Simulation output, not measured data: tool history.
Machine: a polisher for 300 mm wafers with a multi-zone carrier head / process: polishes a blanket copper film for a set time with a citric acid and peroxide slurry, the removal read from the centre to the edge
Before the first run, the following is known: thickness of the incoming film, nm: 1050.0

run	hour	flow of slurry (ml/min)	pressure of the head's centre zone	pressure of the head's middle zone	pressure of the head's edge zone	abrasive content of the slurry	polishing time (s)	film removed at the wafer's centre (Å)	film removed at mid-radius (Å)	film removed at the wafer's edge (Å)
1	0.0	255	1.00	1.00	1.00	1.00	34	1099.90	1087.80	1183.70
2	6.5	255	1.01	0.96	0.96	0.85	30	946.75	913.41	981.96
3	15.1	225	1.01	0.96	0.96	0.85	30	921.49	871.07	978.56
4	21.7	225	1.01	0.96	0.96	0.85	38	1160.80	1120.00	1254.30
5	25.0	225	1.03	0.92	0.93	0.75	33	990.13	896.18	1003.40
6	33.3	220	1.03	0.89	0.90	0.65	30	877.81	764.29	882.50
7	40.9	225	1.03	0.88	0.88	0.60	28	801.65	700.03	820.80
8	49.4	225	1.04	0.88	0.86	0.55	27	776.48	673.66	755.25
9	57.5	220	1.04	0.87	0.85	0.55	26	739.05	649.40	729.88
10	62.9	220	1.04	0.87	0.85	0.55	26	751.06	628.39	729.98
11	70.1	215	1.04	0.87	0.84	0.55	26	756.02	631.11	725.63
12	71.0	210	1.03	0.87	0.83	0.55	26	728.92	623.20	722.01

Forecast run 13:
13	73.2	205	1.04	0.87	0.82	0.55	26	?	?	?

film removed at the wafer's centre (Å): 732.99
film removed at mid-radius (Å): 627.76
film removed at the wafer's edge (Å): 708.23
